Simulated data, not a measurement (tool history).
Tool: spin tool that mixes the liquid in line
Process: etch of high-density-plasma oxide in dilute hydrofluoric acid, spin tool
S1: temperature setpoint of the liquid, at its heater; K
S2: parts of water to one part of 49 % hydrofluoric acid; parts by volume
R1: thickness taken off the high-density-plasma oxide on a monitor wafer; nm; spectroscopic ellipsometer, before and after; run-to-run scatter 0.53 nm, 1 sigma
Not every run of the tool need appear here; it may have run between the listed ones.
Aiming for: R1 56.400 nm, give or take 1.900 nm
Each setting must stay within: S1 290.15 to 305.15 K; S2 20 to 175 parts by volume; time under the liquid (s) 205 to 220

{"run": 1, "day": 0.0, "S1": 297.15, "S2": 95, "time under the liquid (s)": 205, "R1": 21.78}
{"run": 2, "day": 0.267, "S1": 294.15, "S2": 95, "time under the liquid (s)": 205, "R1": 19.699}
{"run": 3, "day": 0.346, "S1": 296.65, "S2": 80, "time under the liquid (s)": 205, "R1": 25.946}
{"run": 4, "day": 0.408, "S1": 293.15, "S2": 80, "time under the liquid (s)": 205, "R1": 22.697}
{"run": 5, "day": 0.783, "S1": 296.15, "S2": 70, "time under the liquid (s)": 205, "R1": 29.706}
{"run": 6, "day": 1.075, "S1": 296.15, "S2": 45, "time under the liquid (s)": 205, "R1": 47.648}
{"run": 7, "day": 1.125, "S1": 297.15, "S2": 45, "time under the liquid (s)": 205, "R1": 49.689}
{"run": 8, "day": 1.371, "S1": 297.65, "S2": 45, "time under the liquid (s)": 205, "R1": 50.455}
{"run": 9, "day": 1.475, "S1": 298.15, "S2": 45, "time under the liquid (s)": 205, "R1": 52.815}
{"run": 10, "day": 1.675, "S1": 298.65, "S2": 45, "time under the liquid (s)": 205, "R1": 53.097}
{"run": 11, "day": 2.046, "S1": 299.15, "S2": 45, "time under the liquid (s)": 205, "R1": 54.589}

Which one of the following 4 next-run settings gets every result inside its allowed miss? There is exactly one.
{"run": "A", "day": 2.417, "S1": 298.65, "S2": 45, "time under the liquid (s)": 205, "R1": "?"}
{"run": "B", "day": 2.417, "S1": 295.65, "S2": 40, "time under the liquid (s)": 220, "R1": "?"}
{"run": "C", "day": 2.417, "S1": 299.65, "S2": 50, "time under the liquid (s)": 205, "R1": "?"}
{"run": "D", "day": 2.417, "S1": 297.15, "S2": 45, "time under the liquid (s)": 215, "R1": "?"}

move=A R1=53.291
move=B R1=57.249
move=C R1=49.582
move=D R1=52.558
A: further off than the last run
B: hits every target within its allowed miss
C: further off than the last run
D: further off than the last run
B meets every target.
